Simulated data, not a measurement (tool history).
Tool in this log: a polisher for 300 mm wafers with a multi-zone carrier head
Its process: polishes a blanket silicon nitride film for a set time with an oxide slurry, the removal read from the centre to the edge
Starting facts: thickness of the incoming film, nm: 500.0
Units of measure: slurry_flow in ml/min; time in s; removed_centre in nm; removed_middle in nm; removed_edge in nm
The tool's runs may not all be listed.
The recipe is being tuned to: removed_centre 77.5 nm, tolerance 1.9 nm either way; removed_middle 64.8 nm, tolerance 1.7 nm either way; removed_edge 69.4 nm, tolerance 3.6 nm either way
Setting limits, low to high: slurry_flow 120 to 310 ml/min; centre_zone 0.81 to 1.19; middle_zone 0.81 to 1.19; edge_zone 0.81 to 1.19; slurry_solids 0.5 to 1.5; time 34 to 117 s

run,hour,slurry_flow,centre_zone,middle_zone,edge_zone,slurry_solids,time,removed_centre,removed_middle,removed_edge
1,0,200,1,1,1,1,75,77.656,79.009,78.504
2,8.5,170,1,1,1,1,75,75.513,75.607,76.806
3,9.1,170,1,1,0.91,1,75,74.97,77.166,72.616
4,11.4,160,1.02,0.96,0.91,1,75,76.042,72.74,72.045
5,15.3,160,0.94,0.96,0.91,1,75,71.46,74.16,73.125
6,17.1,160,0.94,0.96,0.91,0.85,75,68.079,70.673,69.963
7,21.7,195,1.04,0.86,0.88,0.8,75,74.793,63.726,66.412
8,24.4,200,1.04,0.86,0.89,0.8,75,74.799,65.028,70.895
9,31.3,200,1.05,0.86,0.88,0.8,75,74.338,64.406,70.048

Pick the move, out of 4, that brings all results within their allowed miss; only one does.
A,38.2,205,0.94,0.89,0.87,0.85,72,?,?,?
B,38.2,195,1.04,0.88,0.92,0.75,74,?,?,?
C,38.2,125,1.07,0.84,0.81,0.8,83,?,?,?
D,38.2,285,0.94,0.87,0.99,0.5,80,?,?,?

move,removed_centre,removed_middle,removed_edge
A,68.593,65.303,67.568
B,72.536,63.631,68.359
C,77.106,64.495,69.662
D,69.07,64.195,71.103
A: lands further from the targets than the last run did
B: lands further from the targets than the last run did
C: each result inside its tolerance
D: lands further from the targets than the last run did
Correct choice: C, which meets every target
